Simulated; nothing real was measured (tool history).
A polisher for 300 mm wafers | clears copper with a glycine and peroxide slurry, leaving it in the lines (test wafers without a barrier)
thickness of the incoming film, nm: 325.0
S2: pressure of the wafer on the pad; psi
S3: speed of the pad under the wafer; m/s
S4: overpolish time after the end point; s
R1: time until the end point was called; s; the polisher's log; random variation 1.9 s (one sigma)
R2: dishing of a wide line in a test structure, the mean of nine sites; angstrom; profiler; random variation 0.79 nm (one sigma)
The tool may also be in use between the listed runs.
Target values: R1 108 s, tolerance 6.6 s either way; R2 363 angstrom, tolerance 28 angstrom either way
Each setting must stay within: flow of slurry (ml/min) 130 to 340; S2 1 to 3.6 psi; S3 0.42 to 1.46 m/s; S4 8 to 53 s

run 1 hour=0 | flow_of_slurry_(ml/min)=220 S2=2.3 S3=0.94 S4=27 | R1=92.579 R2=531.87
run 2 hour=9 | flow_of_slurry_(ml/min)=220 S2=2.3 S3=0.94 S4=34 | R1=92.423 R2=643.93
run 3 hour=11.7 | flow_of_slurry_(ml/min)=220 S2=2.3 S3=0.94 S4=30 | R1=94.03 R2=581.35
run 4 hour=14.5 | flow_of_slurry_(ml/min)=220 S2=2.3 S3=1.08 S4=30 | R1=79.924 R2=594.35
run 5 hour=16.7 | flow_of_slurry_(ml/min)=170 S2=2.3 S3=1.08 S4=30 | R1=84.162 R2=584.47
run 6 hour=21.5 | flow_of_slurry_(ml/min)=170 S2=2.1 S3=1.08 S4=30 | R1=90.045 R2=572.79
run 7 hour=30.1 | flow_of_slurry_(ml/min)=170 S2=2 S3=1.08 S4=26 | R1=94.63 R2=518.45
run 8 hour=34.9 | flow_of_slurry_(ml/min)=170 S2=1.9 S3=1.08 S4=22 | R1=94.677 R2=452.65
-- hour=37.3 worn pad replaced by a new one
run 9 hour=37.3 | flow_of_slurry_(ml/min)=170 S2=1.8 S3=1.08 S4=20 | R1=86.558 R2=467.26
run 10 hour=39.9 | flow_of_slurry_(ml/min)=165 S2=1.7 S3=1.04 S4=18 | R1=90.603 R2=384.93
run 11 hour=46.1 | flow_of_slurry_(ml/min)=165 S2=1.6 S3=1.02 S4=19 | R1=97.075 R2=397.97

Which single option among these 4 for the next run brings every result within its allowed miss of target? Just one does.
run A hour=52.3 | flow_of_slurry_(ml/min)=170 S2=1.4 S3=1.06 S4=17 | R1=? R2=?
run B hour=52.3 | flow_of_slurry_(ml/min)=150 S2=1.4 S3=0.92 S4=19 | R1=? R2=?
run C hour=52.3 | flow_of_slurry_(ml/min)=165 S2=1.1 S3=1.28 S4=16 | R1=? R2=?
run D hour=52.3 | flow_of_slurry_(ml/min)=160 S2=1.3 S3=1.1 S4=17 | R1=? R2=?

move=A R1=95.815 R2=376.81
move=B R1=108.55 R2=374.7
move=C R1=90.688 R2=370.65
move=D R1=96.588 R2=373.31
A: misses by more than the last run did
B: hits every target within its allowed miss
C: misses by more than the last run did
D: roughly where the last run was
The move that meets every target is B.
